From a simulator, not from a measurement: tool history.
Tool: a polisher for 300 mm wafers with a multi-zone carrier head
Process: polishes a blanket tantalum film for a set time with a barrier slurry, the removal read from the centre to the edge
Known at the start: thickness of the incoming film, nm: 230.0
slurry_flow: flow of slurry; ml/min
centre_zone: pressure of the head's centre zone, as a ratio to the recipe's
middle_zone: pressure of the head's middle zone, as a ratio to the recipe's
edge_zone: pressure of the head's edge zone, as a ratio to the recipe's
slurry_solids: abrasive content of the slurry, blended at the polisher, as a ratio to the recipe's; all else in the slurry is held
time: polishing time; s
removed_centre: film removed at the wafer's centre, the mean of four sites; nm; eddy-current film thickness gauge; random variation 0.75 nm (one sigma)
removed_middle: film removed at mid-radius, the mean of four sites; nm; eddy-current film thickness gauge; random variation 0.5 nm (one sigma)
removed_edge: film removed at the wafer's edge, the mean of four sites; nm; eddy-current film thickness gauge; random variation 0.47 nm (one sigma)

{"run": 1, "day": 0.0, "slurry_flow": 290, "centre_zone": 1.0, "middle_zone": 1.0, "edge_zone": 1.0, "slurry_solids": 1.0, "time": 69, "removed_centre": 79.215, "removed_middle": 79.896, "removed_edge": 76.798}
{"run": 2, "day": 0.196, "slurry_flow": 290, "centre_zone": 1.01, "middle_zone": 1.0, "edge_zone": 0.98, "slurry_solids": 0.95, "time": 66, "removed_centre": 77.056, "removed_middle": 74.373, "removed_edge": 70.725}
{"run": 3, "day": 0.333, "slurry_flow": 290, "centre_zone": 1.0, "middle_zone": 1.0, "edge_zone": 0.96, "slurry_solids": 0.9, "time": 64, "removed_centre": 72.354, "removed_middle": 72.816, "removed_edge": 69.533}
{"run": 4, "day": 0.496, "slurry_flow": 290, "centre_zone": 1.02, "middle_zone": 1.01, "edge_zone": 0.95, "slurry_solids": 0.85, "time": 61, "removed_centre": 68.916, "removed_middle": 67.731, "removed_edge": 64.927}
{"run": 5, "day": 0.633, "slurry_flow": 290, "centre_zone": 1.04, "middle_zone": 1.02, "edge_zone": 0.93, "slurry_solids": 0.8, "time": 59, "removed_centre": 67.92, "removed_middle": 65.121, "removed_edge": 60.718}
{"run": 6, "day": 0.921, "slurry_flow": 290, "centre_zone": 1.04, "middle_zone": 1.02, "edge_zone": 0.93, "slurry_solids": 1.0, "time": 59, "removed_centre": 69.756, "removed_middle": 69.723, "removed_edge": 63.658}

Run 7 comes next. What will it give?
{"run": 7, "day": 1.138, "slurry_flow": 290, "centre_zone": 1.05, "middle_zone": 1.02, "edge_zone": 0.92, "slurry_solids": 0.95, "time": 57, "removed_centre": "?", "removed_middle": "?", "removed_edge": "?"}

{"run 7": {"removed_centre": 66.825, "removed_middle": 66.076, "removed_edge": 60.325}}
